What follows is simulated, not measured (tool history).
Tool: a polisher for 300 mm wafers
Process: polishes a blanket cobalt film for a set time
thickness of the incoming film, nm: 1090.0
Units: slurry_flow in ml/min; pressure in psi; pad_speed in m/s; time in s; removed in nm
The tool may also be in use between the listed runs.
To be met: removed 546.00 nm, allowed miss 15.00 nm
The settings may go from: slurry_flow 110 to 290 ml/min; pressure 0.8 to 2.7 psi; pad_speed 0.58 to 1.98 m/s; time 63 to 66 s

Run 1, hour 0.0: slurry_flow 185 ml/min, pressure 1.7 psi, pad_speed 1.28 m/s, time 63 s. Result: removed 336.26 nm.
Run 2, hour 4.6: slurry_flow 195 ml/min, pressure 1.9 psi, pad_speed 1.28 m/s, time 63 s. Result: removed 378.37 nm.
Run 3, hour 5.5: slurry_flow 195 ml/min, pressure 1.9 psi, pad_speed 1.06 m/s, time 63 s. Result: removed 325.42 nm.
Run 4, hour 8.6: slurry_flow 195 ml/min, pressure 1.6 psi, pad_speed 1.06 m/s, time 63 s. Result: removed 272.80 nm.
Run 5, hour 10.6: slurry_flow 200 ml/min, pressure 1.9 psi, pad_speed 1.08 m/s, time 63 s. Result: removed 329.53 nm.
Run 6, hour 15.4: slurry_flow 205 ml/min, pressure 2.1 psi, pad_speed 1.10 m/s, time 63 s. Result: removed 366.09 nm.
Run 7, hour 18.9: slurry_flow 205 ml/min, pressure 2.3 psi, pad_speed 1.14 m/s, time 63 s. Result: removed 415.90 nm.
Run 8, hour 26.8: slurry_flow 205 ml/min, pressure 2.4 psi, pad_speed 1.16 m/s, time 63 s. Result: removed 436.92 nm.
Run 9, hour 33.0: slurry_flow 210 ml/min, pressure 2.5 psi, pad_speed 1.18 m/s, time 63 s. Result: removed 464.46 nm.
Run 10, hour 36.4: slurry_flow 210 ml/min, pressure 2.6 psi, pad_speed 1.20 m/s, time 63 s. Result: removed 484.52 nm.

Which of these 4 next moves meets every target?
Run A, hour 39.8: slurry_flow 200 ml/min, pressure 2.7 psi, pad_speed 1.16 m/s, time 66 s. Result: removed ?.
Run B, hour 39.8: slurry_flow 200 ml/min, pressure 2.5 psi, pad_speed 1.24 m/s, time 66 s. Result: removed ?.
Run C, hour 39.8: slurry_flow 265 ml/min, pressure 2.7 psi, pad_speed 1.24 m/s, time 65 s. Result: removed ?.
Run D, hour 39.8: slurry_flow 210 ml/min, pressure 2.5 psi, pad_speed 1.12 m/s, time 63 s. Result: removed ?.

move  removed
   A   511.49
   B   499.30
   C   543.84
   D   442.88
A: nearer than the last run, and not there yet
B: nearer than the last run, and not there yet
C: meets every target
D: further off than the last run
The right move is C.

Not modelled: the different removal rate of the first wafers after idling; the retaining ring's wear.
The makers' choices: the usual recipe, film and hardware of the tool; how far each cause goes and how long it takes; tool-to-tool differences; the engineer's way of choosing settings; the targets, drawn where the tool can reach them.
